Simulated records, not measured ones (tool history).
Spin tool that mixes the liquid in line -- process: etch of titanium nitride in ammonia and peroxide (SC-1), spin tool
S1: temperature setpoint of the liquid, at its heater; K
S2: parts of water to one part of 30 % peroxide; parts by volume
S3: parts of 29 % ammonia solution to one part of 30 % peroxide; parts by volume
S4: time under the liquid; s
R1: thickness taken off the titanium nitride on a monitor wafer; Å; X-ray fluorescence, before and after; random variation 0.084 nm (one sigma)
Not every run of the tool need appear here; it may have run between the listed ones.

run,day,S1,S2,S3,S4,R1
1,0.000,327.15,12.0,0.45,320,285.17
2,0.271,327.15,12.0,0.45,340,300.67
3,0.338,332.65,12.0,0.45,340,429.10
4,0.692,339.15,12.0,0.45,340,663.83
5,0.817,333.15,12.0,0.45,340,447.56
6,0.950,330.15,12.0,0.45,340,367.17

What will run 7 give?
7,1.212,326.15,12.0,0.45,340,?

{"run 7": {"R1": 283.81}}

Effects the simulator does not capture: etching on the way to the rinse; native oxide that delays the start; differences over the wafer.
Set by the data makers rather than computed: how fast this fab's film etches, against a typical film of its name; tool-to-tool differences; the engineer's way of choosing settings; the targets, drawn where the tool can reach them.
